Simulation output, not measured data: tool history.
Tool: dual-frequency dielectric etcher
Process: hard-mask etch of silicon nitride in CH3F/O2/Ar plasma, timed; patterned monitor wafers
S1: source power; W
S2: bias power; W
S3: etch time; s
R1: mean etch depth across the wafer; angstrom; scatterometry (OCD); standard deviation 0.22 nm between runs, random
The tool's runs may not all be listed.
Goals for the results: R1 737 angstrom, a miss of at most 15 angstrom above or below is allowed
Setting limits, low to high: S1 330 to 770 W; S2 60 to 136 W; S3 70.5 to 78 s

Run 1, day 0: S1 550 W, S2 98 W, S3 78 s. Result: R1 658.34 angstrom.
Run 2, day 0.15: S1 550 W, S2 107 W, S3 78 s. Result: R1 679.73 angstrom.
Run 3, day 0.425: S1 560 W, S2 108 W, S3 78 s. Result: R1 684.43 angstrom.
Run 4, day 0.742: S1 470 W, S2 108 W, S3 78 s. Result: R1 646.89 angstrom.
Run 5, day 1.108: S1 470 W, S2 108 W, S3 78 s. Result: R1 646.91 angstrom.
Run 6, day 1.462: S1 560 W, S2 108 W, S3 78 s. Result: R1 685.58 angstrom.
Run 7, day 1.583: S1 570 W, S2 109 W, S3 78 s. Result: R1 693.62 angstrom.
Run 8, day 1.867: S1 580 W, S2 109 W, S3 78 s. Result: R1 696.15 angstrom.
Run 9, day 1.996: S1 580 W, S2 109 W, S3 78 s. Result: R1 697.49 angstrom.
Run 10, day 2.329: S1 590 W, S2 109 W, S3 78 s. Result: R1 700.57 angstrom.
Run 11, day 2.538: S1 600 W, S2 109 W, S3 78 s. Result: R1 701.08 angstrom.
Run 12, day 2.821: S1 610 W, S2 109 W, S3 78 s. Result: R1 706.44 angstrom.
Run 13, day 2.971: S1 620 W, S2 109 W, S3 78 s. Result: R1 713.68 angstrom.
Run 14, day 3.342: S1 630 W, S2 109 W, S3 78 s. Result: R1 716.9 angstrom.

Pick the move, out of 4, that brings all results within their allowed miss; only one does.
Run A, day 3.712: S1 600 W, S2 113 W, S3 76 s. Result: R1 ?.
Run B, day 3.712: S1 610 W, S2 127 W, S3 77 s. Result: R1 ?.
Run C, day 3.712: S1 610 W, S2 110 W, S3 78 s. Result: R1 ?.
Run D, day 3.712: S1 760 W, S2 100 W, S3 74 s. Result: R1 ?.

move      R1
   A  695.72
   B  741.09
   C  710.92
   D  703.57
A: further off than the last run
B: every result within its allowed miss
C: further off than the last run
D: further off than the last run
Correct choice: B, which meets every target
